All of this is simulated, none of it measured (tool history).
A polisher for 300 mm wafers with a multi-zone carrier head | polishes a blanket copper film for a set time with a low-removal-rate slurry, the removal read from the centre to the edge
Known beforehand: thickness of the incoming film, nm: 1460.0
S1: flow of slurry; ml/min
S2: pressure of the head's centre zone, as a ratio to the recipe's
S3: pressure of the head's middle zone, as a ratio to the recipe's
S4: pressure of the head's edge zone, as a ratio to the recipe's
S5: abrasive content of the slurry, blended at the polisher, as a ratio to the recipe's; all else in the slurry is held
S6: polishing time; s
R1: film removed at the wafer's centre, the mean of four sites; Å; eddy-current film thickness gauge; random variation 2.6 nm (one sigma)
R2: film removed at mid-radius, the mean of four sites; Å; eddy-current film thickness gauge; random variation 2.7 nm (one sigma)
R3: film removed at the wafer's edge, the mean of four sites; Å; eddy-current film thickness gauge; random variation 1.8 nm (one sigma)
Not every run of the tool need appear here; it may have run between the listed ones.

run,hour,S1,S2,S3,S4,S5,S6,R1,R2,R3
1,0,310,1,1,1,1,60,1548.6,1557.7,1518.8
2,8.3,310,1.02,1,1.01,1.05,60,1603.6,1613.3,1532
3,12.8,310,1.02,1.06,1.01,1.05,60,1609.9,1591.3,1535.9
4,16.4,310,1.04,1.06,1.03,1.1,60,1642.6,1644.6,1525.4
5,23.9,310,1.09,1.06,1.03,1.1,60,1738.9,1665,1547.5
6,31,310,1.09,1.13,1.03,1.1,60,1732.7,1737.2,1537.4
7,32.6,310,1.09,1.13,1.03,1.1,60,1728.2,1724.1,1524.7

What will run 8 give?
8,36.2,310,1.1,1.1,1.04,1.15,61,?,?,?

{"run 8": {"R1": 1760.4, "R2": 1785.3, "R3": 1606.9}}

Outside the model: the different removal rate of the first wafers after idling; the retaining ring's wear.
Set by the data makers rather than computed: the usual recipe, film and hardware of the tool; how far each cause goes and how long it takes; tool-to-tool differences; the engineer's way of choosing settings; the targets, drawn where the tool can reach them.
